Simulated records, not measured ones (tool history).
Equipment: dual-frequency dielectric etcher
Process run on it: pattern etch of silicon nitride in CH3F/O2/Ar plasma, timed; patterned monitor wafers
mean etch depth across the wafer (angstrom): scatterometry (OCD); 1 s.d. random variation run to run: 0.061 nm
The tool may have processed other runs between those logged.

run,day,source power (kW),bias power (kW),etch time (s),mean etch depth across the wafer (angstrom)
1,0,0.44,0.058,31.5,194.87
2,0.238,0.44,0.058,29,179.95
3,0.475,0.4,0.058,29,171.3
4,0.646,0.38,0.058,29,166.17
5,0.962,0.38,0.053,29,162.6
6,1.254,0.38,0.062,29,171.84

Estimate the outcome of run 7 from the log above:
7,1.429,0.29,0.051,29,?

Logged for run 7: mean etch depth across the wafer (angstrom) 136.67.

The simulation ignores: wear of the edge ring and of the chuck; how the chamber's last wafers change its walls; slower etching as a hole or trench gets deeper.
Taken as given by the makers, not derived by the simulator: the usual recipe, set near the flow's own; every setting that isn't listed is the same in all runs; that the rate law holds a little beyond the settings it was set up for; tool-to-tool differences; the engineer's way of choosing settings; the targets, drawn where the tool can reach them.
